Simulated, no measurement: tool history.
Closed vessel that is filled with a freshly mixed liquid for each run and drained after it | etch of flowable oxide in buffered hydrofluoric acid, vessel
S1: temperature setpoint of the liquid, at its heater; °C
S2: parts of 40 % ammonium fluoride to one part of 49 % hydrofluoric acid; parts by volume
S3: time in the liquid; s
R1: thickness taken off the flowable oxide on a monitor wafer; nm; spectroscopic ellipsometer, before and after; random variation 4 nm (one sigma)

| run | hour | S1 | S2 | S3 | R1 |
|---|---|---|---|---|---|
| 1 | 0.0 | 23.0 | 22.5 | 105 | 228.74 |
| 2 | 8.4 | 23.0 | 25.5 | 105 | 212.17 |
| 3 | 12.1 | 24.0 | 24.0 | 105 | 230.59 |
| 4 | 15.3 | 25.0 | 22.5 | 105 | 250.89 |
|  | 21.1 | thermometer replaced |
| 5 | 21.1 | 26.0 | 21.0 | 105 | 299.66 |
| 6 | 25.2 | 26.5 | 21.0 | 105 | 308.98 |
| 7 | 27.0 | 27.0 | 21.0 | 105 | 320.37 |
| 8 | 33.7 | 27.5 | 21.0 | 105 | 324.61 |
| 9 | 37.6 | 28.0 | 21.0 | 105 | 334.86 |

Run 10 comes next. What will it give?
| 10 | 45.4 | 31.0 | 18.5 | 105 | ? |

{"run 10": {"R1": 443.41}}
